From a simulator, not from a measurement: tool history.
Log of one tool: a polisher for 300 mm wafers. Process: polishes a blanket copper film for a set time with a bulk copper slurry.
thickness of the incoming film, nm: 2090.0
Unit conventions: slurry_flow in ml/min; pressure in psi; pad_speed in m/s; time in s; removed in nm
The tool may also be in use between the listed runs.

{"run": 1, "hour": 0.0, "slurry_flow": 300, "pressure": 3, "pad_speed": 1.2, "slurry_solids": 1, "time": 84, "removed": 896.23}
{"run": 2, "hour": 2.0, "slurry_flow": 300, "pressure": 2.7, "pad_speed": 1.12, "slurry_solids": 1, "time": 84, "removed": 762.64}
{"run": 3, "hour": 5.5, "slurry_flow": 300, "pressure": 2.5, "pad_speed": 1.06, "slurry_solids": 1, "time": 84, "removed": 669.21}
{"run": 4, "hour": 7.2, "slurry_flow": 300, "pressure": 2.5, "pad_speed": 1.06, "slurry_solids": 0.9, "time": 84, "removed": 665.48}
{"run": 5, "hour": 15.1, "slurry_flow": 300, "pressure": 2.5, "pad_speed": 1.06, "slurry_solids": 0.9, "time": 84, "removed": 656.49}
{"run": 6, "hour": 22.1, "slurry_flow": 300, "pressure": 2.5, "pad_speed": 1.06, "slurry_solids": 0.9, "time": 84, "removed": 641.88}
{"run": 7, "hour": 23.2, "slurry_flow": 300, "pressure": 2.3, "pad_speed": 1.02, "slurry_solids": 0.9, "time": 84, "removed": 590.7}

Run 8 comes next. What will it give?
{"run": 8, "hour": 28.3, "slurry_flow": 300, "pressure": 2.3, "pad_speed": 1.02, "slurry_solids": 0.9, "time": 84, "removed": "?"}

Run 8 measured removed 594.01 nm.

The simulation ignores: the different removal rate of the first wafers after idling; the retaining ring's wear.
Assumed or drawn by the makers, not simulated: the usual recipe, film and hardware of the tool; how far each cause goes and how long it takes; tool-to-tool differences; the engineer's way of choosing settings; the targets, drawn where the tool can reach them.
